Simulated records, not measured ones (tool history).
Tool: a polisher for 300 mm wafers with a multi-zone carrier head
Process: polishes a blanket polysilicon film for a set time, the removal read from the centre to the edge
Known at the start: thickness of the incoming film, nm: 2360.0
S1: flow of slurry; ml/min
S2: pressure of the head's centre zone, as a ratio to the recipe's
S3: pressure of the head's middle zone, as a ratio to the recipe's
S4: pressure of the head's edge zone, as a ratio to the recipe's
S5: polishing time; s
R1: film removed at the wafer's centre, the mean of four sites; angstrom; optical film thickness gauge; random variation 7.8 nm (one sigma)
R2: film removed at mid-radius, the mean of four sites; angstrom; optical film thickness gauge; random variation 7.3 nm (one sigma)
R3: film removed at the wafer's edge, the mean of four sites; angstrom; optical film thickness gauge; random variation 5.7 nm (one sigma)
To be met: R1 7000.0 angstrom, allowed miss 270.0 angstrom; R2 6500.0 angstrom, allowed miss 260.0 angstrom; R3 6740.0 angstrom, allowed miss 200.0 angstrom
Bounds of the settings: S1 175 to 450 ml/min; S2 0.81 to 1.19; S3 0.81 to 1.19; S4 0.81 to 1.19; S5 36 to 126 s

run	hour	S1	S2	S3	S4	S5	R1	R2	R3
1	0.0	290	1.00	1.00	1.00	81	5443.3	5467.7	5390.1
2	6.6	290	1.00	1.00	1.00	93	6452.5	6212.2	6283.9
3	12.4	290	1.00	0.96	1.00	93	6334.4	6196.5	6264.8
4	17.1	290	1.00	0.96	1.06	93	6418.4	5978.6	6477.6
5	26.0	290	1.00	0.96	1.12	93	6345.1	6056.7	6515.0
6	29.8	290	1.00	1.00	1.12	93	6309.2	6300.8	6620.2
7	34.0	300	1.03	1.00	1.12	93	6581.8	6408.9	6695.5
8	37.1	305	1.05	1.00	1.11	93	6644.2	6310.9	6607.7

5 next moves are on the table. One of them brings every result within its allowed miss. Which?
A	40.2	360	0.91	1.02	1.15	95	?	?	?
B	40.2	370	0.92	1.01	0.94	101	?	?	?
C	40.2	305	1.02	1.03	1.15	92	?	?	?
D	40.2	365	0.89	1.06	1.05	101	?	?	?
E	40.2	355	1.08	1.02	1.12	92	?	?	?

move	R1	R2	R3
A	6023.4	6702.0	6995.3
B	6490.9	7084.5	6747.2
C	6432.0	6437.9	6691.7
D	6271.8	7372.5	7105.5
E	6922.8	6476.9	6676.8
A: further off than the last run
B: further off than the last run
C: further off than the last run
D: further off than the last run
E: meets every target
Move E is the one to make.
